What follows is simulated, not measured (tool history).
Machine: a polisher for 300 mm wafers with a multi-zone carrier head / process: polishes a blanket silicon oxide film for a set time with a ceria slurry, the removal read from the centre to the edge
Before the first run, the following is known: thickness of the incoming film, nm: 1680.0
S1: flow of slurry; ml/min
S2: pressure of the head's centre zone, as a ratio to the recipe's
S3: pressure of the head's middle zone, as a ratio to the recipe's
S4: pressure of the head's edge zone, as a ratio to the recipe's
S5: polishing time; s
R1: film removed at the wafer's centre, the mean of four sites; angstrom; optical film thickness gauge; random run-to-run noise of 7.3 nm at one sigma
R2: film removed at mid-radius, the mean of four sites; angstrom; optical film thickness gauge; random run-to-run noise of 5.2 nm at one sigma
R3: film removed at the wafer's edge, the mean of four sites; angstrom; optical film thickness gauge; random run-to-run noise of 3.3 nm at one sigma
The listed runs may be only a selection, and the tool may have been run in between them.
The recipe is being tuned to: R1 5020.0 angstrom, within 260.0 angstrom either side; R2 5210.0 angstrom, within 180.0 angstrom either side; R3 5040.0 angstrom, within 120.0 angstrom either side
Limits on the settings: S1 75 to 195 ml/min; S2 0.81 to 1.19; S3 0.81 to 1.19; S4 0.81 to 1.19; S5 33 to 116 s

run	hour	S1	S2	S3	S4	S5	R1	R2	R3
1	0.0	125	1.00	1.00	1.00	74	2888.1	3119.9	3206.2
2	3.2	135	1.03	1.02	1.03	79	3250.9	3492.0	3515.1
3	9.1	145	1.05	1.03	1.05	84	3594.3	3729.6	3835.6
4	11.8	145	1.05	1.03	1.01	84	3584.6	3782.4	3773.9
5	18.1	145	0.97	1.03	1.01	84	3335.4	3684.0	3775.6
6	24.6	155	1.00	1.05	1.03	88	3690.7	4097.1	4034.7
# hour 29.1: centre zone pressure recalibrated
7	29.1	160	1.02	1.06	1.05	91	4172.3	4217.5	4167.1
8	35.2	180	0.96	1.11	1.11	105	4628.8	5192.4	5109.0

Exercise: of the 5 proposed moves below, exactly one satisfies all targets within the stated allowed misses. Which move is it?
A	41.3	190	0.88	1.12	1.12	101	?	?	?
B	41.3	180	0.90	1.16	1.11	107	?	?	?
C	41.3	195	1.07	0.97	0.95	112	?	?	?
D	41.3	185	0.92	1.11	1.08	101	?	?	?
E	41.3	185	1.04	1.13	1.13	103	?	?	?

move	R1	R2	R3
A	4164.7	5079.1	4905.1
B	4452.8	5491.6	5137.1
C	5463.7	5025.3	5041.9
D	4300.9	5019.8	4801.3
E	4864.5	5192.2	5008.7
A: its largest miss is bigger than the last run's
B: its largest miss is bigger than the last run's
C: takes the result that was furthest off past its target
D: its largest miss is bigger than the last run's
E: in spec on every target
Move E is the one to make.
